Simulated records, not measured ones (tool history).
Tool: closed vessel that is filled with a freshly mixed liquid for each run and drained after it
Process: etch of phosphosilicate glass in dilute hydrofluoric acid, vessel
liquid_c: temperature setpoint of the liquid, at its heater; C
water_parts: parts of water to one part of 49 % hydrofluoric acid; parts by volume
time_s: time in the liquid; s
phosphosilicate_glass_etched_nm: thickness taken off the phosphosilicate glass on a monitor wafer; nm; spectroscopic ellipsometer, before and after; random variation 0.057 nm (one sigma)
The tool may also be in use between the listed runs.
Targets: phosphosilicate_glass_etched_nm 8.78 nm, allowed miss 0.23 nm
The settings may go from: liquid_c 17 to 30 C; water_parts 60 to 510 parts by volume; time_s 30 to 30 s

run	hour	liquid_c	water_parts	time_s	phosphosilicate_glass_etched_nm
1	0	22	285	30	14.301
2	8.6	21	300	30	12.892
3	16.5	22.5	300	30	13.628
4	21.2	22.5	300	30	13.64
5	24.3	21.5	315	30	12.427
6	31.5	21.5	315	30	12.35
7	34.6	20.5	325	30	11.352
8	37.6	19.5	330	30	10.924
9	40.2	19	340	30	10.379

Which of these 4 next moves meets every target?
A	42.8	20	370	30	?
B	42.8	18	390	30	?
C	42.8	19	405	30	?
D	42.8	19	380	30	?

move	phosphosilicate_glass_etched_nm
A	9.5481
B	8.3002
C	8.182
D	8.8995
A: nearer than the last run, and not there yet
B: takes the result that was furthest off past its target
C: takes the result that was furthest off past its target
D: meets every target
The right move is D.
